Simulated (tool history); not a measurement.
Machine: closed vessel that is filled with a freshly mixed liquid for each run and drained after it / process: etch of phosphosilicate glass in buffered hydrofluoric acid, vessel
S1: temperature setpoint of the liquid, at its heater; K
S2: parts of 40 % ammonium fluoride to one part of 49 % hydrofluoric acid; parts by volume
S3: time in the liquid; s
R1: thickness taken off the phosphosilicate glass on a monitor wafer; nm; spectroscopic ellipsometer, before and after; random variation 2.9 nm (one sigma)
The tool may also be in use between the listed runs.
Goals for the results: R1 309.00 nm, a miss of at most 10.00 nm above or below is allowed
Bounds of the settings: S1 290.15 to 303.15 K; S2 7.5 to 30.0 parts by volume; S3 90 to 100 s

run 1 day=0.000 | S1=295.15 S2=21.0 S3=90 | R1=200.10
run 2 day=0.192 | S1=295.15 S2=21.0 S3=90 | R1=200.82
run 3 day=0.258 | S1=296.65 S2=21.0 S3=90 | R1=214.55
run 4 day=0.562 | S1=296.65 S2=21.0 S3=100 | R1=242.91
run 5 day=0.838 | S1=296.65 S2=25.5 S3=100 | R1=213.23
run 6 day=1.192 | S1=298.15 S2=25.0 S3=100 | R1=234.30
run 7 day=1.508 | S1=299.15 S2=24.5 S3=100 | R1=251.90
run 8 day=1.879 | S1=300.15 S2=24.5 S3=100 | R1=262.53
run 9 day=1.938 | S1=300.65 S2=24.5 S3=100 | R1=271.10
run 10 day=2.112 | S1=301.15 S2=24.5 S3=100 | R1=274.97
run 11 day=2.371 | S1=301.65 S2=24.5 S3=100 | R1=283.86
run 12 day=2.608 | S1=302.15 S2=24.5 S3=100 | R1=293.78

Which one of the following 5 next-run settings gets every result inside its allowed miss? There is exactly one.
run A day=2.846 | S1=297.65 S2=18.5 S3=95 | R1=?
run B day=2.846 | S1=303.15 S2=27.0 S3=100 | R1=?
run C day=2.846 | S1=302.65 S2=21.5 S3=95 | R1=?
run D day=2.846 | S1=303.15 S2=25.5 S3=95 | R1=?
run E day=2.846 | S1=301.15 S2=23.5 S3=100 | R1=?

move=A R1=269.10
move=B R1=287.05
move=C R1=310.27
move=D R1=283.54
move=E R1=283.71
A: lands further from the targets than the last run did
B: lands further from the targets than the last run did
C: in spec on every target
D: lands further from the targets than the last run did
E: lands further from the targets than the last run did
Go with C: it meets all targets.
